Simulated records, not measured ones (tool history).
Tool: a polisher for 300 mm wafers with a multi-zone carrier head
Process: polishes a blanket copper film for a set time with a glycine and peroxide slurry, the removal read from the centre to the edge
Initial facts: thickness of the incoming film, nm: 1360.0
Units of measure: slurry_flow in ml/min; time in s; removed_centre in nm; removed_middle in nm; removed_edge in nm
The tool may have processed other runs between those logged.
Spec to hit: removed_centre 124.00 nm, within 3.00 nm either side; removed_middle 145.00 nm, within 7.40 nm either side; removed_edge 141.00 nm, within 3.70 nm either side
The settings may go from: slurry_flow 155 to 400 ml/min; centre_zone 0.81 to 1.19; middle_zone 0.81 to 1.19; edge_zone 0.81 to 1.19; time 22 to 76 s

run	hour	slurry_flow	centre_zone	middle_zone	edge_zone	time	removed_centre	removed_middle	removed_edge
1	0.0	255	1.00	1.00	1.00	49	197.97	196.70	191.05
2	8.3	255	1.00	1.00	1.05	49	196.06	195.15	194.12
3	13.2	250	0.98	1.00	1.04	48	187.63	191.66	189.61
4	20.0	245	0.96	1.00	1.03	47	180.47	186.91	184.63
5	27.3	240	0.95	1.00	1.02	46	174.83	184.99	177.15
6	35.0	240	0.95	0.95	1.02	46	173.28	176.33	176.51
7	37.2	190	0.85	0.93	0.92	37	120.44	134.65	136.57
8	43.2	195	0.85	0.94	0.92	37	121.68	141.52	137.08

4 candidate next runs follow, results not yet known. Just one meets every target within its allowed miss. Identify it.
A	49.2	155	0.84	0.81	1.07	39	?	?	?
B	49.2	200	0.81	0.93	0.86	39	?	?	?
C	49.2	225	0.81	0.91	0.95	37	?	?	?
D	49.2	225	0.83	0.89	0.95	40	?	?	?

move	removed_centre	removed_middle	removed_edge
A	125.15	125.16	149.11
B	124.85	144.58	139.35
C	120.08	136.39	138.76
D	133.04	144.74	150.05
A: takes the result that was furthest off past its target
B: hits every target within its allowed miss
C: brings the result that was furthest off to its target, and leaves another outside
D: takes the result that was furthest off past its target
B is the move that brings every result within its allowed miss.
